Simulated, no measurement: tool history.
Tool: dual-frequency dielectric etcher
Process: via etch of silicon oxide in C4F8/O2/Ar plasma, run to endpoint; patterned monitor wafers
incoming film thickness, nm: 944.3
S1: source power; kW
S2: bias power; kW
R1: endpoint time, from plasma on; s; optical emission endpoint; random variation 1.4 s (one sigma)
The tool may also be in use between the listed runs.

run  hour     S1     S2      R1
  1   0.0  1.500  2.411  180.69
  2   8.4  1.410  2.372  187.27
  3  12.3  1.350  2.350  189.41
  4  13.2  1.350  2.145  194.68
  5  18.2  1.580  2.145  185.48
  6  23.3  1.790  2.145  175.92

Run 7 comes next. What will it give?
  7  24.6  1.490  1.847   ?

{"run 7": {"R1": 191.8}}
